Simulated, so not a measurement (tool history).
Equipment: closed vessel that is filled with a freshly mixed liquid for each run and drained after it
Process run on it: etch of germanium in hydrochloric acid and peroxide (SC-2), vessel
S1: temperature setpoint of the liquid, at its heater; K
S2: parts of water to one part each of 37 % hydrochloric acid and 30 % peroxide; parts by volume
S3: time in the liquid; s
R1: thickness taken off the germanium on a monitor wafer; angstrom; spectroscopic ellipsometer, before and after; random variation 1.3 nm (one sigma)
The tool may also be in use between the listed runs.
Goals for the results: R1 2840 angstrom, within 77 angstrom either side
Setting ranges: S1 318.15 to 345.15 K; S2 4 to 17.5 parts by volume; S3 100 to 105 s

{"run": 1, "hour": 0.0, "S1": 334.15, "S2": 9.5, "S3": 100, "R1": 3678.4}
{"run": 2, "hour": 8.6, "S1": 332.15, "S2": 9.5, "S3": 100, "R1": 3484.6}
{"run": 3, "hour": 11.9, "S1": 332.15, "S2": 9.5, "S3": 105, "R1": 3659.3}
{"run": 4, "hour": 18.9, "S1": 337.15, "S2": 9.5, "S3": 105, "R1": 4231.5}
{"run": 5, "hour": 23.2, "S1": 333.65, "S2": 10, "S3": 105, "R1": 3828.4}
{"run": 6, "hour": 29.8, "S1": 333.65, "S2": 10, "S3": 105, "R1": 3809.5}
{"run": 7, "hour": 36.3, "S1": 331.15, "S2": 10, "S3": 105, "R1": 3536.8}
{"run": 8, "hour": 41.0, "S1": 329.15, "S2": 10, "S3": 105, "R1": 3319.8}
{"run": 9, "hour": 43.9, "S1": 328.15, "S2": 10, "S3": 105, "R1": 3250.6}
{"run": 10, "hour": 47.3, "S1": 327.15, "S2": 10, "S3": 105, "R1": 3141.2}
{"run": 11, "hour": 51.7, "S1": 326.15, "S2": 10, "S3": 105, "R1": 3014}

5 next moves are on the table. One of them brings every result within its allowed miss. Which?
{"run": "A", "hour": 56.1, "S1": 328.15, "S2": 9, "S3": 100, "R1": "?"}
{"run": "B", "hour": 56.1, "S1": 324.15, "S2": 10, "S3": 105, "R1": "?"}
{"run": "C", "hour": 56.1, "S1": 324.15, "S2": 12.5, "S3": 100, "R1": "?"}
{"run": "D", "hour": 56.1, "S1": 327.15, "S2": 12.5, "S3": 105, "R1": "?"}
{"run": "E", "hour": 56.1, "S1": 326.15, "S2": 9, "S3": 105, "R1": "?"}

move=A R1=3080.4
move=B R1=2832.7
move=C R1=2638.5
move=D R1=3037.8
move=E R1=3040.9
A: lands further from the targets than the last run did
B: all results in spec
C: the result that was furthest off in the last run now lies on the other side of its target
D: lands further from the targets than the last run did
E: lands further from the targets than the last run did
B meets every target.
